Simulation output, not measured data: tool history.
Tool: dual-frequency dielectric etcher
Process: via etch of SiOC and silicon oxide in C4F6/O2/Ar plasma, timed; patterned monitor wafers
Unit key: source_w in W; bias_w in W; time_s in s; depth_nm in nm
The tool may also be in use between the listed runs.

run,hour,source_w,bias_w,time_s,depth_nm
1,0.0,280,174,42.5,42.577
2,2.3,280,174,42.5,42.692
3,4.7,260,174,42.5,41.592
4,9.3,290,181,42.5,44.039
5,16.5,240,181,42.5,41.355
6,23.7,240,209,42.5,44.809
7,29.0,260,211,42.5,46.031

What does the tool deliver on the next run?
8,31.2,260,211,42.5,?

Run 8 yielded depth_nm 46.334 nm.

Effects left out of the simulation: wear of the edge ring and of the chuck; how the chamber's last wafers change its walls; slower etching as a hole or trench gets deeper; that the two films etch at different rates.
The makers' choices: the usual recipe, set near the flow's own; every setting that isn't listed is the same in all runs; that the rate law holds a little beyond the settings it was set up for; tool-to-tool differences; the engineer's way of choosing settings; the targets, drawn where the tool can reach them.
